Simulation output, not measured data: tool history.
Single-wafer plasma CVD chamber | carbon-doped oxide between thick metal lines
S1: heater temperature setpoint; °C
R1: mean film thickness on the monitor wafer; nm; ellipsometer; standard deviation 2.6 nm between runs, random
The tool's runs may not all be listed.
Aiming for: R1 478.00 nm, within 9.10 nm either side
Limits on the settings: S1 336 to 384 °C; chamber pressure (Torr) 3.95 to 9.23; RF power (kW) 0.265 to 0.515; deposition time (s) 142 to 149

run 1 hour=0.0 | S1=360 chamber_pressure_(Torr)=6.59 RF_power_(kW)=0.390 deposition_time_(s)=149 | R1=655.26
run 2 hour=6.9 | S1=360 chamber_pressure_(Torr)=6.59 RF_power_(kW)=0.445 deposition_time_(s)=149 | R1=724.82
run 3 hour=8.2 | S1=364 chamber_pressure_(Torr)=6.24 RF_power_(kW)=0.385 deposition_time_(s)=147 | R1=626.68
run 4 hour=10.2 | S1=367 chamber_pressure_(Torr)=5.78 RF_power_(kW)=0.350 deposition_time_(s)=146 | R1=559.02
run 5 hour=17.7 | S1=370 chamber_pressure_(Torr)=5.23 RF_power_(kW)=0.340 deposition_time_(s)=146 | R1=530.76
run 6 hour=22.2 | S1=361 chamber_pressure_(Torr)=5.23 RF_power_(kW)=0.340 deposition_time_(s)=146 | R1=538.66
run 7 hour=26.5 | S1=362 chamber_pressure_(Torr)=4.81 RF_power_(kW)=0.330 deposition_time_(s)=146 | R1=513.53
run 8 hour=28.0 | S1=362 chamber_pressure_(Torr)=4.53 RF_power_(kW)=0.325 deposition_time_(s)=146 | R1=502.31
run 9 hour=35.8 | S1=362 chamber_pressure_(Torr)=4.34 RF_power_(kW)=0.320 deposition_time_(s)=146 | R1=488.30

Which one of the following 5 next-run settings gets every result inside its allowed miss? There is exactly one.
run A hour=43.6 | S1=356 chamber_pressure_(Torr)=4.36 RF_power_(kW)=0.340 deposition_time_(s)=142 | R1=?
run B hour=43.6 | S1=363 chamber_pressure_(Torr)=4.73 RF_power_(kW)=0.335 deposition_time_(s)=142 | R1=?
run C hour=43.6 | S1=357 chamber_pressure_(Torr)=3.95 RF_power_(kW)=0.325 deposition_time_(s)=142 | R1=?
run D hour=43.6 | S1=366 chamber_pressure_(Torr)=3.95 RF_power_(kW)=0.345 deposition_time_(s)=143 | R1=?
run E hour=43.6 | S1=372 chamber_pressure_(Torr)=4.03 RF_power_(kW)=0.355 deposition_time_(s)=142 | R1=?

move=A R1=509.43
move=B R1=503.77
move=C R1=478.43
move=D R1=500.20
move=E R1=506.13
A: its largest miss is bigger than the last run's
B: its largest miss is bigger than the last run's
C: every result within its allowed miss
D: its largest miss is bigger than the last run's
E: its largest miss is bigger than the last run's
The right move is C.
